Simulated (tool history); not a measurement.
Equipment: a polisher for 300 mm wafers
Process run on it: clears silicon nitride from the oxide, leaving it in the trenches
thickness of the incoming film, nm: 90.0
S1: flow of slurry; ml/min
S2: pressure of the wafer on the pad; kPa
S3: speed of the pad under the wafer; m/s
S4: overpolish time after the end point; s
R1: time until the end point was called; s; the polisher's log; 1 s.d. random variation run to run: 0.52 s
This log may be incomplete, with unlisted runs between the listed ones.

| run | hour | S1 | S2 | S3 | S4 | R1 |
|---|---|---|---|---|---|---|
| 1 | 0 | 300 | 20 | 0.9 | 14 | 108.3 |
| 2 | 4.1 | 300 | 20 | 0.9 | 14 | 108.91 |
| 3 | 7.5 | 270 | 20 | 0.9 | 14 | 112.64 |
| 4 | 10.6 | 270 | 20 | 0.78 | 14 | 127.79 |
| 5 | 13.7 | 270 | 17.9 | 0.78 | 14 | 141.23 |
| 6 | 15 | 300 | 17.9 | 0.78 | 14 | 140.42 |
| 7 | 18.7 | 315 | 22.1 | 0.82 | 14 | 108.36 |
| 8 | 19.7 | 325 | 24.8 | 0.86 | 14 | 91.387 |
| 9 | 26 | 335 | 26.9 | 0.9 | 14 | 80.946 |

What does the tool deliver on the next run?
| 10 | 29.3 | 345 | 28.3 | 0.92 | 14 | ? |

{"run 10": {"R1": 75.89}}
